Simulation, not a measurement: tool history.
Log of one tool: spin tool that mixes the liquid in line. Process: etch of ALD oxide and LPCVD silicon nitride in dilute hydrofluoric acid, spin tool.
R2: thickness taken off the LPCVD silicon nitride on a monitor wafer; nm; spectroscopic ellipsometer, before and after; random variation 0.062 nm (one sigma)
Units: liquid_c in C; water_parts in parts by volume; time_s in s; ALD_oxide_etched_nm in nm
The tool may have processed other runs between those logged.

Run 1, hour 0.0: liquid_c 21.0 C, water_parts 165 parts by volume, time_s 180 s. Result: ALD_oxide_etched_nm 10.820 nm, R2 0.45855 nm.
Run 2, hour 1.6: liquid_c 21.0 C, water_parts 120 parts by volume, time_s 180 s. Result: ALD_oxide_etched_nm 15.448 nm, R2 0.57381 nm.
Run 3, hour 7.5: liquid_c 22.0 C, water_parts 115 parts by volume, time_s 180 s. Result: ALD_oxide_etched_nm 16.810 nm, R2 0.72990 nm.
Run 4, hour 13.5: liquid_c 22.0 C, water_parts 110 parts by volume, time_s 180 s. Result: ALD_oxide_etched_nm 17.843 nm, R2 0.68356 nm.
Run 5, hour 16.4: liquid_c 22.0 C, water_parts 110 parts by volume, time_s 230 s. Result: ALD_oxide_etched_nm 22.627 nm, R2 0.84489 nm.
Run 6, hour 18.1: liquid_c 22.0 C, water_parts 110 parts by volume, time_s 310 s. Result: ALD_oxide_etched_nm 30.851 nm, R2 1.18610 nm.
Run 7, hour 22.8: liquid_c 21.5 C, water_parts 110 parts by volume, time_s 310 s. Result: ALD_oxide_etched_nm 30.298 nm, R2 1.25730 nm.
Run 8, hour 31.1: liquid_c 21.0 C, water_parts 110 parts by volume, time_s 310 s. Result: ALD_oxide_etched_nm 29.454 nm, R2 1.08590 nm.
Run 9, hour 39.8: liquid_c 20.5 C, water_parts 110 parts by volume, time_s 310 s. Result: ALD_oxide_etched_nm 28.872 nm, R2 1.04120 nm.
Run 10, hour 46.6: liquid_c 20.0 C, water_parts 110 parts by volume, time_s 310 s. Result: ALD_oxide_etched_nm 28.339 nm, R2 1.03950 nm.

Estimate the outcome of run 11 from the log above:
Run 11, hour 54.9: liquid_c 19.5 C, water_parts 110 parts by volume, time_s 310 s. Result: ALD_oxide_etched_nm ?, R2 ?.

{"run 11": {"ALD_oxide_etched_nm": 27.636, "R2": 0.90726}}
